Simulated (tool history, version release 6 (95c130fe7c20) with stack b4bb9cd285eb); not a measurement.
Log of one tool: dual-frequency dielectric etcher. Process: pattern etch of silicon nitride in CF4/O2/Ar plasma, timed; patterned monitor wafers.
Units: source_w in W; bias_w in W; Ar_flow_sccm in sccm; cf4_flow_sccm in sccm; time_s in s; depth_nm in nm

{"run": 1, "hour": 0.0, "source_w": 620, "bias_w": 55, "Ar_flow_sccm": 97, "cf4_flow_sccm": 72, "time_s": 319.5, "depth_nm": 763.11}
{"run": 2, "hour": 5.6, "source_w": 620, "bias_w": 55, "Ar_flow_sccm": 97, "cf4_flow_sccm": 72, "time_s": 319.5, "depth_nm": 756.76}
{"run": 3, "hour": 12.5, "source_w": 620, "bias_w": 55, "Ar_flow_sccm": 97, "cf4_flow_sccm": 83, "time_s": 319.5, "depth_nm": 767.11}
{"run": 4, "hour": 16.2, "source_w": 600, "bias_w": 55, "Ar_flow_sccm": 97, "cf4_flow_sccm": 83, "time_s": 319.5, "depth_nm": 749.58}
{"run": 5, "hour": 19.2, "source_w": 580, "bias_w": 55, "Ar_flow_sccm": 97, "cf4_flow_sccm": 83, "time_s": 319.5, "depth_nm": 722.45}
{"run": 6, "hour": 25.5, "source_w": 580, "bias_w": 55, "Ar_flow_sccm": 90, "cf4_flow_sccm": 83, "time_s": 319.5, "depth_nm": 731.63}

The next listed run, before its measurement:
{"run": 7, "hour": 32.9, "source_w": 570, "bias_w": 55, "Ar_flow_sccm": 90, "cf4_flow_sccm": 83, "time_s": 319.5, "depth_nm": "?"}

{"run 7": {"depth_nm": 717.0}}

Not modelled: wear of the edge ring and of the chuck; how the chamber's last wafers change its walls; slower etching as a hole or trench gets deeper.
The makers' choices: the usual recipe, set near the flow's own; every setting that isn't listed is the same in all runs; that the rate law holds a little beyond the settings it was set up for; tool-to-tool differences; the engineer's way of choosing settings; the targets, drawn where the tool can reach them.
